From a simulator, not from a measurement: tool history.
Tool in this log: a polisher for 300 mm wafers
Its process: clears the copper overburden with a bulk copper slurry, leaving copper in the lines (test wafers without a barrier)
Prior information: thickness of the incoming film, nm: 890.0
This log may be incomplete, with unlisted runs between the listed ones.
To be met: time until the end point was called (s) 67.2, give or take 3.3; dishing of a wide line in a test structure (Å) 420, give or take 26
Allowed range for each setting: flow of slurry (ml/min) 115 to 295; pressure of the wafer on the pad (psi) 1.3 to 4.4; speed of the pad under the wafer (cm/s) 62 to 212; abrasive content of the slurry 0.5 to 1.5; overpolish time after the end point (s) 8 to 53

| run | hour | flow of slurry (ml/min) | pressure of the wafer on the pad (psi) | speed of the pad under the wafer (cm/s) | abrasive content of the slurry | overpolish time after the end point (s) | time until the end point was called (s) | dishing of a wide line in a test structure (Å) |
|---|---|---|---|---|---|---|---|---|
| 1 | 0 | 190 | 2.8 | 136 | 1 | 27 | 60.408 | 542.63 |
| 2 | 7.6 | 190 | 2.5 | 148 | 1 | 23 | 59.929 | 546.08 |
| 3 | 15.8 | 210 | 2.3 | 150 | 1.1 | 30 | 61.156 | 531.21 |
| 4 | 22.5 | 230 | 2.1 | 152 | 1.2 | 35 | 63.537 | 519.44 |
| 5 | 27.8 | 245 | 1.9 | 156 | 1.25 | 39 | 65.681 | 527.9 |
| 6 | 36.7 | 245 | 1.4 | 156 | 1.25 | 39 | 80.671 | 502.25 |
| 7 | 42 | 250 | 1.3 | 190 | 1.3 | 26 | 69.209 | 498.6 |
| 8 | 49.2 | 260 | 1.3 | 204 | 1.3 | 13 | 63.737 | 475.2 |
| 9 | 50.7 | 270 | 1.3 | 202 | 1.3 | 12 | 64.553 | 466.58 |
| 10 | 53 | 275 | 1.3 | 200 | 1.3 | 11 | 63.482 | 452.55 |

Of the 5 settings listed for the next run, only one would bring every result within its allowed miss of target. Which one?
| A | 55.3 | 295 | 1.8 | 174 | 1.25 | 11 | ? | ? |
| B | 55.3 | 165 | 1.7 | 208 | 1 | 11 | ? | ? |
| C | 55.3 | 285 | 1.3 | 192 | 1.45 | 8 | ? | ? |
| D | 55.3 | 255 | 1.3 | 168 | 1.4 | 15 | ? | ? |
| E | 55.3 | 260 | 1.4 | 202 | 1.35 | 12 | ? | ? |

| move | time until the end point was called (s) | dishing of a wide line in a test structure (Å) |
|---|---|---|
| A | 58.942 | 491.03 |
| B | 57.685 | 490.28 |
| C | 64.855 | 421.8 |
| D | 75.221 | 480 |
| E | 60.209 | 483.99 |
A: moves away from the targets compared with the last run
B: moves away from the targets compared with the last run
C: all results in spec
D: moves away from the targets compared with the last run
E: moves away from the targets compared with the last run
Answer: C
